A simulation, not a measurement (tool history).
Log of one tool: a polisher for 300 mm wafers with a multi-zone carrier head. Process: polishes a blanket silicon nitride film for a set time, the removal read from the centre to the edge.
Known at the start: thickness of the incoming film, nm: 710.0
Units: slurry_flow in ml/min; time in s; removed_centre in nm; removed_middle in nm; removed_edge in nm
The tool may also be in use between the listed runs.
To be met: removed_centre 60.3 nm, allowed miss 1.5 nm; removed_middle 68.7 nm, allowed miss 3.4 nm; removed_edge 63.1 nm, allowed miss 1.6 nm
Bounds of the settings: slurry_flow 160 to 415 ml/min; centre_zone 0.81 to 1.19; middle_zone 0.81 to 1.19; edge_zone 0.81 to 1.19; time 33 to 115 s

run 1 day=0 | slurry_flow=265 centre_zone=1 middle_zone=1 edge_zone=1 time=73 | removed_centre=112.6 removed_middle=110.69 removed_edge=111.89
run 2 day=0.121 | slurry_flow=260 centre_zone=0.97 middle_zone=1 edge_zone=0.96 time=64 | removed_centre=96.233 removed_middle=98.717 removed_edge=95.891
run 3 day=0.421 | slurry_flow=250 centre_zone=0.94 middle_zone=0.98 edge_zone=0.93 time=58 | removed_centre=85.156 removed_middle=87.863 removed_edge=85.689
run 4 day=0.55 | slurry_flow=240 centre_zone=0.91 middle_zone=0.98 edge_zone=0.9 time=54 | removed_centre=76.453 removed_middle=81.861 removed_edge=77.33
run 5 day=0.833 | slurry_flow=240 centre_zone=0.83 middle_zone=0.98 edge_zone=0.9 time=54 | removed_centre=70.725 removed_middle=80.215 removed_edge=77.49
run 6 day=0.962 | slurry_flow=230 centre_zone=0.83 middle_zone=0.98 edge_zone=0.88 time=52 | removed_centre=67.001 removed_middle=80.379 removed_edge=73.605
run 7 day=1.242 | slurry_flow=225 centre_zone=0.83 middle_zone=0.96 edge_zone=0.86 time=50 | removed_centre=64.402 removed_middle=73.759 removed_edge=70.828
run 8 day=1.438 | slurry_flow=220 centre_zone=0.86 middle_zone=1 edge_zone=0.81 time=42 | removed_centre=55.451 removed_middle=65.457 removed_edge=56.964
run 9 day=1.683 | slurry_flow=245 centre_zone=0.86 middle_zone=0.99 edge_zone=0.82 time=42 | removed_centre=56.772 removed_middle=65.15 removed_edge=58.607
run 10 day=2.046 | slurry_flow=250 centre_zone=0.86 middle_zone=0.99 edge_zone=0.84 time=42 | removed_centre=56.643 removed_middle=65.201 removed_edge=59.393
run 11 day=2.367 | slurry_flow=250 centre_zone=0.87 middle_zone=1 edge_zone=0.86 time=42 | removed_centre=57.286 removed_middle=65.556 removed_edge=59.545
run 12 day=2.604 | slurry_flow=250 centre_zone=0.87 middle_zone=1 edge_zone=0.87 time=42 | removed_centre=57.608 removed_middle=68.039 removed_edge=59.93
run 13 day=2.633 | slurry_flow=250 centre_zone=0.87 middle_zone=0.99 edge_zone=0.88 time=42 | removed_centre=57.36 removed_middle=64.852 removed_edge=61.083
run 14 day=2.679 | slurry_flow=250 centre_zone=0.88 middle_zone=1 edge_zone=0.89 time=42 | removed_centre=57.72 removed_middle=64.563 removed_edge=60.628

5 next moves are on the table. One of them brings every result within its allowed miss. Which?
run A day=2.725 | slurry_flow=300 centre_zone=0.82 middle_zone=0.96 edge_zone=0.94 time=40 | removed_centre=? removed_middle=? removed_edge=?
run B day=2.725 | slurry_flow=310 centre_zone=0.89 middle_zone=1 edge_zone=0.9 time=43 | removed_centre=? removed_middle=? removed_edge=?
run C day=2.725 | slurry_flow=285 centre_zone=0.89 middle_zone=1.13 edge_zone=0.81 time=43 | removed_centre=? removed_middle=? removed_edge=?
run D day=2.725 | slurry_flow=255 centre_zone=1.03 middle_zone=0.95 edge_zone=0.92 time=38 | removed_centre=? removed_middle=? removed_edge=?
run E day=2.725 | slurry_flow=270 centre_zone=0.91 middle_zone=1.03 edge_zone=0.82 time=42 | removed_centre=? removed_middle=? removed_edge=?

move=A removed_centre=52.402 removed_middle=62.162 removed_edge=59.705
move=B removed_centre=60.781 removed_middle=69.313 removed_edge=62.99
move=C removed_centre=60.404 removed_middle=76.434 removed_edge=59.689
move=D removed_centre=60.218 removed_middle=57.729 removed_edge=55.611
move=E removed_centre=59.858 removed_middle=68.673 removed_edge=58.5
A: further off than the last run
B: meets every target
C: brings the result that was furthest off to its target, and leaves another outside
D: brings the result that was furthest off to its target, and leaves another outside
E: brings the result that was furthest off to its target, and leaves another outside
The right move is B.
